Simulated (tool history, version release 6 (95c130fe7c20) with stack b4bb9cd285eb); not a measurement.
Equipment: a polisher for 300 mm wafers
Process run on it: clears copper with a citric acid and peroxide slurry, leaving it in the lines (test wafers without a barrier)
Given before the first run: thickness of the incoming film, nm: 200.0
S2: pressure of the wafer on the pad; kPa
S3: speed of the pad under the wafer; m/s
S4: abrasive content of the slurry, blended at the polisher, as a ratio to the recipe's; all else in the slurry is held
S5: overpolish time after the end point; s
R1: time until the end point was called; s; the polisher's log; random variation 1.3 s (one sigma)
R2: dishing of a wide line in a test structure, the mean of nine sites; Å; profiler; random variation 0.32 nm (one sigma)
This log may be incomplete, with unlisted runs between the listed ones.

{"run": 1, "day": 0.0, "flow of slurry (ml/min)": 180, "S2": 16.5, "S3": 1.04, "S4": 1.0, "S5": 27, "R1": 120.15, "R2": 368.5}
{"run": 2, "day": 0.2, "flow of slurry (ml/min)": 180, "S2": 16.5, "S3": 1.08, "S4": 1.0, "S5": 25, "R1": 117.83, "R2": 365.9}
{"run": 3, "day": 0.554, "flow of slurry (ml/min)": 180, "S2": 14.5, "S3": 1.08, "S4": 1.0, "S5": 25, "R1": 133.14, "R2": 323.18}
{"run": 4, "day": 0.8, "flow of slurry (ml/min)": 180, "S2": 14.5, "S3": 1.22, "S4": 1.0, "S5": 25, "R1": 121.18, "R2": 347.31}
{"run": 5, "day": 1.104, "flow of slurry (ml/min)": 180, "S2": 14.5, "S3": 1.26, "S4": 1.0, "S5": 23, "R1": 116.03, "R2": 340.11}
{"run": 6, "day": 1.35, "flow of slurry (ml/min)": 180, "S2": 10.3, "S3": 1.26, "S4": 1.0, "S5": 23, "R1": 164.13, "R2": 247.34}
{"run": 7, "day": 1.712, "flow of slurry (ml/min)": 180, "S2": 11.0, "S3": 1.28, "S4": 1.0, "S5": 21, "R1": 148.35, "R2": 251.61}
{"run": 8, "day": 2.062, "flow of slurry (ml/min)": 180, "S2": 11.0, "S3": 1.32, "S4": 1.0, "S5": 20, "R1": 144.7, "R2": 241.78}
{"run": 9, "day": 2.417, "flow of slurry (ml/min)": 180, "S2": 11.7, "S3": 1.36, "S4": 1.0, "S5": 19, "R1": 135.65, "R2": 254.81}
{"run": 10, "day": 2.625, "flow of slurry (ml/min)": 185, "S2": 11.7, "S3": 1.38, "S4": 1.05, "S5": 18, "R1": 130.34, "R2": 246.69}
{"run": 11, "day": 2.9, "flow of slurry (ml/min)": 195, "S2": 11.7, "S3": 1.4, "S4": 1.1, "S5": 17, "R1": 126.84, "R2": 240.54}

Estimate the outcome of run 12 from the log above:
{"run": 12, "day": 3.229, "flow of slurry (ml/min)": 205, "S2": 11.7, "S3": 1.42, "S4": 1.15, "S5": 16, "R1": "?", "R2": "?"}

{"run 12": {"R1": 121.49, "R2": 233.44}}

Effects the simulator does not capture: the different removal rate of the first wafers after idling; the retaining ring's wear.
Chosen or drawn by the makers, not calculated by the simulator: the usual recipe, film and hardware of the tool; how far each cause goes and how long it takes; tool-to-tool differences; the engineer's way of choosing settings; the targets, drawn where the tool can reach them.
